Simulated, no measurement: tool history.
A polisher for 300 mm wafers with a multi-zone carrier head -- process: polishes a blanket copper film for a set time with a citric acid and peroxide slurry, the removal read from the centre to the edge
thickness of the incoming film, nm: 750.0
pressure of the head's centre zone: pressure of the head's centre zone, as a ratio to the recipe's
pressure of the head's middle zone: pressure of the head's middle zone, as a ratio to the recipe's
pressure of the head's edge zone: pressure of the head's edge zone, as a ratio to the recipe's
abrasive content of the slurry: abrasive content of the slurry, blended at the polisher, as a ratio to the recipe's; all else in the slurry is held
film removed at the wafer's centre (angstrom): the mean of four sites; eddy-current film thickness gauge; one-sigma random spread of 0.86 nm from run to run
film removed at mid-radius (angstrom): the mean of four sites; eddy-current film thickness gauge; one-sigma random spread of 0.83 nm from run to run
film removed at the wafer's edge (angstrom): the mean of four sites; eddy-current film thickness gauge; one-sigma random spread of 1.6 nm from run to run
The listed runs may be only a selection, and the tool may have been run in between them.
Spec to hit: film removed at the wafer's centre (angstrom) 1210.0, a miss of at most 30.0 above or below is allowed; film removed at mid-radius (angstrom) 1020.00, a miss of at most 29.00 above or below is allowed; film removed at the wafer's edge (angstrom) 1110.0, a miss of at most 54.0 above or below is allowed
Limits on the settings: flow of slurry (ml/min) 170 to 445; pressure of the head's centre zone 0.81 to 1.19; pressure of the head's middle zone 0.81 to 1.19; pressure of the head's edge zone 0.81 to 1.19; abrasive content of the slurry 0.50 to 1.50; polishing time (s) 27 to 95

| run | hour | flow of slurry (ml/min) | pressure of the head's centre zone | pressure of the head's middle zone | pressure of the head's edge zone | abrasive content of the slurry | polishing time (s) | film removed at the wafer's centre (angstrom) | film removed at mid-radius (angstrom) | film removed at the wafer's edge (angstrom) |
|---|---|---|---|---|---|---|---|---|---|---|
| 1 | 0.0 | 285 | 1.00 | 1.00 | 1.00 | 1.00 | 61 | 1429.1 | 1377.20 | 1431.0 |
| 2 | 5.9 | 280 | 1.00 | 0.97 | 0.96 | 0.90 | 60 | 1344.6 | 1297.40 | 1328.0 |
| 3 | 14.1 | 280 | 1.00 | 0.97 | 0.96 | 1.10 | 60 | 1398.0 | 1355.50 | 1365.5 |
| 4 | 18.7 | 280 | 1.00 | 0.91 | 0.96 | 1.10 | 60 | 1399.0 | 1281.80 | 1402.5 |
| 5 | 20.4 | 275 | 1.01 | 0.89 | 0.93 | 0.95 | 59 | 1348.9 | 1210.40 | 1293.6 |
| 6 | 21.4 | 275 | 1.01 | 0.89 | 0.93 | 0.95 | 47 | 1077.0 | 958.54 | 1003.4 |
| 7 | 28.7 | 290 | 1.02 | 0.90 | 0.95 | 0.95 | 47 | 1079.8 | 977.78 | 1040.1 |
| 8 | 30.3 | 300 | 1.05 | 0.90 | 0.96 | 0.95 | 47 | 1140.8 | 977.78 | 1059.2 |
| 9 | 37.4 | 310 | 1.06 | 0.91 | 0.96 | 0.95 | 47 | 1132.4 | 991.94 | 1084.6 |
| 10 | 39.6 | 310 | 1.08 | 0.92 | 0.96 | 0.95 | 47 | 1171.2 | 995.83 | 1055.7 |
| 11 | 40.4 | 315 | 1.08 | 0.92 | 0.97 | 0.95 | 47 | 1165.9 | 1003.80 | 1038.0 |
| 12 | 43.2 | 285 | 1.09 | 0.89 | 1.05 | 1.15 | 48 | 1239.6 | 1035.40 | 1159.0 |

Exercise: of the 4 proposed moves below, exactly one satisfies all targets within the stated allowed misses. Which move is it?
| A | 46.0 | 280 | 1.15 | 0.95 | 0.96 | 1.30 | 46 | ? | ? | ? |
| B | 46.0 | 310 | 1.12 | 0.94 | 1.06 | 1.15 | 45 | ? | ? | ? |
| C | 46.0 | 260 | 1.09 | 0.84 | 1.06 | 1.10 | 51 | ? | ? | ? |
| D | 46.0 | 285 | 1.14 | 0.92 | 1.00 | 1.10 | 49 | ? | ? | ? |

| move | film removed at the wafer's centre (angstrom) | film removed at mid-radius (angstrom) | film removed at the wafer's edge (angstrom) |
|---|---|---|---|
| A | 1274.8 | 1037.90 | 1091.7 |
| B | 1198.6 | 993.62 | 1102.4 |
| C | 1283.4 | 1013.30 | 1223.0 |
| D | 1304.9 | 1047.60 | 1149.5 |
A: misses by more than the last run did
B: in spec on every target
C: misses by more than the last run did
D: misses by more than the last run did
So the answer is move B, the one that meets all the targets.
